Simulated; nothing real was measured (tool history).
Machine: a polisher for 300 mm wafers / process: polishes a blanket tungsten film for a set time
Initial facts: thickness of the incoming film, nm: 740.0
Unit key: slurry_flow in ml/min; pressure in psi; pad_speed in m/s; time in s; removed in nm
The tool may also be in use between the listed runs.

Run 1, hour 0.0: slurry_flow 200 ml/min, pressure 2.5 psi, pad_speed 1.26 m/s, slurry_solids 1.0, time 48 s. Result: removed 179.10 nm.
Run 2, hour 2.8: slurry_flow 205 ml/min, pressure 2.6 psi, pad_speed 1.26 m/s, slurry_solids 1.0, time 48 s. Result: removed 190.46 nm.
Run 3, hour 3.9: slurry_flow 205 ml/min, pressure 2.6 psi, pad_speed 1.26 m/s, slurry_solids 1.0, time 48 s. Result: removed 189.58 nm.
Run 4, hour 7.0: slurry_flow 210 ml/min, pressure 2.7 psi, pad_speed 1.26 m/s, slurry_solids 1.0, time 48 s. Result: removed 197.87 nm.
Run 5, hour 11.5: slurry_flow 210 ml/min, pressure 2.7 psi, pad_speed 0.96 m/s, slurry_solids 1.0, time 48 s. Result: removed 153.11 nm.
Run 6, hour 12.7: slurry_flow 215 ml/min, pressure 2.8 psi, pad_speed 0.96 m/s, slurry_solids 1.0, time 48 s. Result: removed 157.54 nm.
Run 7, hour 15.1: slurry_flow 215 ml/min, pressure 2.9 psi, pad_speed 0.96 m/s, slurry_solids 1.0, time 48 s. Result: removed 161.92 nm.
Run 8, hour 15.9: slurry_flow 215 ml/min, pressure 3.0 psi, pad_speed 0.96 m/s, slurry_solids 1.0, time 48 s. Result: removed 168.25 nm.
Run 9, hour 22.4: slurry_flow 215 ml/min, pressure 3.1 psi, pad_speed 0.96 m/s, slurry_solids 1.0, time 48 s. Result: removed 175.26 nm.

Forecast run 10:
Run 10, hour 22.9: slurry_flow 235 ml/min, pressure 3.8 psi, pad_speed 0.98 m/s, slurry_solids 1.0, time 48 s. Result: removed ?.

removed: 218.33 nm
